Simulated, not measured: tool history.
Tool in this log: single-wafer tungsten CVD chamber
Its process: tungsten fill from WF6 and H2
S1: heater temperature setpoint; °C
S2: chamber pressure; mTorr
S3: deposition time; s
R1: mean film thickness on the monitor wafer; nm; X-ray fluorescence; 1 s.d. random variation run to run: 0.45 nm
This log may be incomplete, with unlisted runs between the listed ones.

run	hour	S1	S2	S3	R1
1	0	385	52300	36.7	103.2
2	2.2	375	52300	36.7	83.172
3	4.7	375	52300	37.9	86.028
4	11.1	378	52400	37.9	91.712
5	19.9	378	52400	37.9	91.642
6	25.3	381	52400	37.9	97.757
7	29.4	393	52900	37.9	126.73

Run 8 comes next. What will it give?
8	32.8	394	52900	37.9	?

Run 8 produced R1 128.46 nm.

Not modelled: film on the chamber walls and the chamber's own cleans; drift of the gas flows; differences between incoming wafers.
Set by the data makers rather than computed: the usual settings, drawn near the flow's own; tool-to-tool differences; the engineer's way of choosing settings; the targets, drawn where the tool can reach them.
